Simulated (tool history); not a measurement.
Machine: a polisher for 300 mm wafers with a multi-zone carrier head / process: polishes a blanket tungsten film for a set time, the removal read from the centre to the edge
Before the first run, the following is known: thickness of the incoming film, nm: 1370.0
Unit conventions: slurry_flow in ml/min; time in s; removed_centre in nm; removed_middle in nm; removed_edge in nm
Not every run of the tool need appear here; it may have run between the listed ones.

{"run": 1, "hour": 0.0, "slurry_flow": 180, "centre_zone": 1.0, "middle_zone": 1.0, "edge_zone": 1.0, "slurry_solids": 1.0, "time": 68, "removed_centre": 356.59, "removed_middle": 354.25, "removed_edge": 354.78}
{"run": 2, "hour": 7.2, "slurry_flow": 180, "centre_zone": 1.0, "middle_zone": 1.0, "edge_zone": 1.0, "slurry_solids": 1.0, "time": 58, "removed_centre": 294.78, "removed_middle": 301.34, "removed_edge": 304.37}
{"run": 3, "hour": 9.5, "slurry_flow": 180, "centre_zone": 1.0, "middle_zone": 1.0, "edge_zone": 1.0, "slurry_solids": 1.0, "time": 70, "removed_centre": 362.64, "removed_middle": 365.64, "removed_edge": 358.94}
{"run": 4, "hour": 17.5, "slurry_flow": 215, "centre_zone": 1.0, "middle_zone": 1.0, "edge_zone": 1.0, "slurry_solids": 1.0, "time": 70, "removed_centre": 375.51, "removed_middle": 368.09, "removed_edge": 365.49}
{"run": 5, "hour": 18.7, "slurry_flow": 220, "centre_zone": 1.03, "middle_zone": 0.97, "edge_zone": 0.97, "slurry_solids": 0.95, "time": 70, "removed_centre": 377.42, "removed_middle": 358.98, "removed_edge": 365.65}
{"run": 6, "hour": 19.8, "slurry_flow": 220, "centre_zone": 1.03, "middle_zone": 1.03, "edge_zone": 0.97, "slurry_solids": 0.95, "time": 70, "removed_centre": 387.3, "removed_middle": 378.69, "removed_edge": 362.13}
{"run": 7, "hour": 24.9, "slurry_flow": 220, "centre_zone": 1.08, "middle_zone": 1.0, "edge_zone": 0.94, "slurry_solids": 0.9, "time": 70, "removed_centre": 390.38, "removed_middle": 362.76, "removed_edge": 351.71}
{"run": 8, "hour": 29.4, "slurry_flow": 215, "centre_zone": 1.11, "middle_zone": 0.98, "edge_zone": 0.92, "slurry_solids": 0.9, "time": 70, "removed_centre": 395.25, "removed_middle": 359.38, "removed_edge": 342.57}
{"hour": 30.2, "done": "worn pad replaced by a new one"}
{"run": 9, "hour": 30.2, "slurry_flow": 210, "centre_zone": 1.13, "middle_zone": 0.95, "edge_zone": 0.92, "slurry_solids": 0.9, "time": 70, "removed_centre": 462.44, "removed_middle": 384.63, "removed_edge": 387.02}
{"run": 10, "hour": 38.3, "slurry_flow": 210, "centre_zone": 1.13, "middle_zone": 0.93, "edge_zone": 0.89, "slurry_solids": 0.8, "time": 69, "removed_centre": 426.64, "removed_middle": 362.71, "removed_edge": 374.15}

Run 11 is up next; what results do you expect?
{"run": 11, "hour": 40.5, "slurry_flow": 165, "centre_zone": 1.19, "middle_zone": 0.92, "edge_zone": 0.81, "slurry_solids": 0.75, "time": 65, "removed_centre": "?", "removed_middle": "?", "removed_edge": "?"}

removed_centre: 421.90 nm
removed_middle: 322.39 nm
removed_edge: 317.56 nm
